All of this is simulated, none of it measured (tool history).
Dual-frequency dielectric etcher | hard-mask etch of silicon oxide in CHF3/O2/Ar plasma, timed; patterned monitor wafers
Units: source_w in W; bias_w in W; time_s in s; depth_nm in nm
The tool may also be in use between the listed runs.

run,hour,source_w,bias_w,time_s,depth_nm
1,0.0,470,177,13,24.511
2,2.6,450,167,13,23.532
3,10.4,450,167,13,23.370
4,17.6,450,144,13,22.386
5,23.1,430,140,13,21.507
6,25.9,410,139,13,20.913
7,32.6,390,138,13,20.162
8,40.2,380,138,13,19.745
9,49.2,370,138,13,19.641

Forecast run 10:
10,58.0,360,138,13,?

depth_nm: 19.115 nm
